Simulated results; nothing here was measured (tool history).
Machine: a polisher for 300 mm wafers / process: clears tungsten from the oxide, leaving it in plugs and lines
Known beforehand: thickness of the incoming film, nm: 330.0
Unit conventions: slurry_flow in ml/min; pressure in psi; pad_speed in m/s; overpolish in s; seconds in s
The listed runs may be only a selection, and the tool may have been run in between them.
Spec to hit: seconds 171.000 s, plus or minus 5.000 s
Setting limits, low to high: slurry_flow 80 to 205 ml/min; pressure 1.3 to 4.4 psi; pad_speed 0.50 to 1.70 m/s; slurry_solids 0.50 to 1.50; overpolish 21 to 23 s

run    day  slurry_flow  pressure  pad_speed  slurry_solids  overpolish  seconds
  1  0.000          135       2.8       1.10           1.00          21   90.859
  2  0.217          135       2.1       1.10           1.00          21  122.480
  3  0.242          130       1.9       1.10           1.00          21  135.510
  4  0.604          130       1.9       1.30           1.00          21  114.430
  5  0.746          130       1.9       1.30           1.00          21  115.470
  6  1.092          125       1.8       1.28           1.00          21  122.470
  7  1.254          120       1.7       1.26           1.00          21  133.850
  8  1.496           85       1.3       1.24           1.00          21  201.760
  9  1.654           90       1.3       1.24           1.00          21  196.650
 10  1.908           95       1.3       1.24           1.00          21  193.770
 11  2.196           95       1.3       1.24           1.00          21  193.120
 12  2.358          100       1.3       1.24           1.00          21  186.900
 13  2.425          105       1.3       1.24           1.00          21  182.870
 14  2.750          110       1.3       1.24           1.00          21  182.280
 15  3.054          115       1.3       1.24           1.00          21  180.360

Below are 4 possible settings for the next run. Only one of them brings all results inside the allowed miss of their targets. Which is it?
  A  3.358          120       1.3       1.20           1.00          21        ?
  B  3.358          130       1.4       1.04           1.15          21        ?
  C  3.358          155       1.7       0.88           0.90          23        ?
  D  3.358          120       2.1       0.90           0.60          22        ?

move  seconds
   A  181.630
   B  183.630
   C  181.080
   D  169.820
A: lands further from the targets than the last run did
B: lands further from the targets than the last run did
C: lands further from the targets than the last run did
D: every result within its allowed miss
The right move is D.

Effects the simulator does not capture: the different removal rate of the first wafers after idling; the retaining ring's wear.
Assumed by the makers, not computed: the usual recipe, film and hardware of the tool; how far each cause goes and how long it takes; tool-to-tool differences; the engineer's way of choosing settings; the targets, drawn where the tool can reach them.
